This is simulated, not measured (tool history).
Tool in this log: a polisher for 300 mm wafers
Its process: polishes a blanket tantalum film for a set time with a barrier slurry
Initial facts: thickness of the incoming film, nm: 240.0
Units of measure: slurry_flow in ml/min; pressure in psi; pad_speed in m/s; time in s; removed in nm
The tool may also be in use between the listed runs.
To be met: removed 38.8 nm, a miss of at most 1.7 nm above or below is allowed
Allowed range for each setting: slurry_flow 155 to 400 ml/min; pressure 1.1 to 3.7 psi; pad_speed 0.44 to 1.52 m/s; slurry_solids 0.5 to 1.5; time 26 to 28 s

{"run": 1, "hour": 0.0, "slurry_flow": 255, "pressure": 2.4, "pad_speed": 0.98, "slurry_solids": 1, "time": 28, "removed": 60.317}
{"run": 2, "hour": 3.4, "slurry_flow": 255, "pressure": 2.3, "pad_speed": 0.98, "slurry_solids": 1, "time": 28, "removed": 60.477}
{"run": 3, "hour": 5.1, "slurry_flow": 255, "pressure": 2.1, "pad_speed": 0.96, "slurry_solids": 1, "time": 28, "removed": 53.058}
{"run": 4, "hour": 11.5, "slurry_flow": 255, "pressure": 2.5, "pad_speed": 0.96, "slurry_solids": 1, "time": 28, "removed": 63.45}
{"run": 5, "hour": 13.7, "slurry_flow": 310, "pressure": 2.5, "pad_speed": 0.96, "slurry_solids": 1, "time": 28, "removed": 63.356}
{"run": 6, "hour": 17.2, "slurry_flow": 310, "pressure": 2.3, "pad_speed": 0.96, "slurry_solids": 1, "time": 28, "removed": 58.206}
{"run": 7, "hour": 19.3, "slurry_flow": 310, "pressure": 2.2, "pad_speed": 0.96, "slurry_solids": 1, "time": 28, "removed": 56.307}
{"run": 8, "hour": 27.5, "slurry_flow": 310, "pressure": 2.1, "pad_speed": 0.96, "slurry_solids": 1, "time": 28, "removed": 55.043}
{"run": 9, "hour": 33.5, "slurry_flow": 310, "pressure": 2, "pad_speed": 0.96, "slurry_solids": 1, "time": 28, "removed": 52.253}

Which of these 4 next moves meets every target?
{"run": "A", "hour": 39.5, "slurry_flow": 255, "pressure": 1.6, "pad_speed": 0.86, "slurry_solids": 1.05, "time": 26, "removed": "?"}
{"run": "B", "hour": 39.5, "slurry_flow": 365, "pressure": 1.4, "pad_speed": 1.1, "slurry_solids": 0.9, "time": 26, "removed": "?"}
{"run": "C", "hour": 39.5, "slurry_flow": 350, "pressure": 1.8, "pad_speed": 0.74, "slurry_solids": 1, "time": 26, "removed": "?"}
{"run": "D", "hour": 39.5, "slurry_flow": 335, "pressure": 1.3, "pad_speed": 1, "slurry_solids": 1.05, "time": 26, "removed": "?"}

move=A removed=36.438
move=B removed=40.374
move=C removed=36.155
move=D removed=35.768
A: moves the result that the last run missed by most past its target, out the other side
B: every result lands within tolerance
C: moves the result that the last run missed by most past its target, out the other side
D: moves the result that the last run missed by most past its target, out the other side
Answer: B
